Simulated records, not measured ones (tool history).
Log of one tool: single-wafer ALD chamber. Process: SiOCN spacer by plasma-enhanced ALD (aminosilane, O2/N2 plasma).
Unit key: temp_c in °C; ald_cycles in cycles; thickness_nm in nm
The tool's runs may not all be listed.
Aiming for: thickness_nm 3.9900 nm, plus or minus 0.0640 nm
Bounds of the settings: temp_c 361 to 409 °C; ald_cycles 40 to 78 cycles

run  hour  temp_c  ald_cycles  thickness_nm
  1   0.0     385          59        3.3657
  2   3.1     378          59        3.3754
  3   8.9     378          64        3.6441
  4  11.3     387          64        3.6499
  5  13.7     387          60        3.4318
     20.1  -- thermocouple changed; heater temperature recalibrated
  6  20.1     387          62        3.5167
  7  21.5     387          64        3.6462
  8  26.6     387          65        3.7045
  9  31.0     387          66        3.7783
 10  38.6     387          67        3.7994
 11  45.0     387          68        3.8872

Which single option among these 4 for the next run brings every result within its allowed miss of target? Just one does.
  A  51.4     399          70             ?
  B  51.4     378          66             ?
  C  51.4     390          73             ?
  D  51.4     372          73             ?

move  thickness_nm
   A        3.9735
   B        3.7465
   C        4.1438
   D        4.1438
A: each result inside its tolerance
B: lands further from the targets than the last run did
C: pushes the last run's worst result past its target
D: pushes the last run's worst result past its target
So the answer is move A, the one that meets all the targets.
